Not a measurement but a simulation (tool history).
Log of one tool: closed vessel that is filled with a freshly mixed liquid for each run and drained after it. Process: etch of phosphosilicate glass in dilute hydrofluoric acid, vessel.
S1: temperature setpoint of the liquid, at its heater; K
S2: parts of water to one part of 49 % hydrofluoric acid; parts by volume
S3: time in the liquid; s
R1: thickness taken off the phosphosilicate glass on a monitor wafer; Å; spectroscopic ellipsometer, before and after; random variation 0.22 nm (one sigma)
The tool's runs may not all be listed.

| run | hour | S1 | S2 | S3 | R1 |
|---|---|---|---|---|---|
| 1 | 0 | 294.15 | 95 | 30 | 356.75 |
| 2 | 8.4 | 297.15 | 95 | 30 | 404.66 |
| 3 | 15 | 295.65 | 100 | 30 | 356.64 |
| 4 | 23.8 | 294.65 | 105 | 30 | 321.77 |
| 5 | 28.5 | 294.65 | 105 | 30 | 321.98 |
|  | 35.2 | hydrofluoric acid flow meter replaced |
| 6 | 35.2 | 293.65 | 110 | 30 | 271.81 |
| 7 | 36.6 | 293.65 | 110 | 30 | 277.06 |
| 8 | 37.9 | 292.65 | 110 | 30 | 262.09 |
| 9 | 41.5 | 292.65 | 110 | 30 | 266.05 |
| 10 | 47.9 | 292.15 | 110 | 30 | 262.23 |
| 11 | 52.2 | 291.65 | 110 | 30 | 256.04 |
| 12 | 53.5 | 291.15 | 110 | 30 | 247.7 |

Run 13 comes next. What will it give?
| 13 | 58.5 | 290.65 | 115 | 30 | ? |

R1: 235.65 Å

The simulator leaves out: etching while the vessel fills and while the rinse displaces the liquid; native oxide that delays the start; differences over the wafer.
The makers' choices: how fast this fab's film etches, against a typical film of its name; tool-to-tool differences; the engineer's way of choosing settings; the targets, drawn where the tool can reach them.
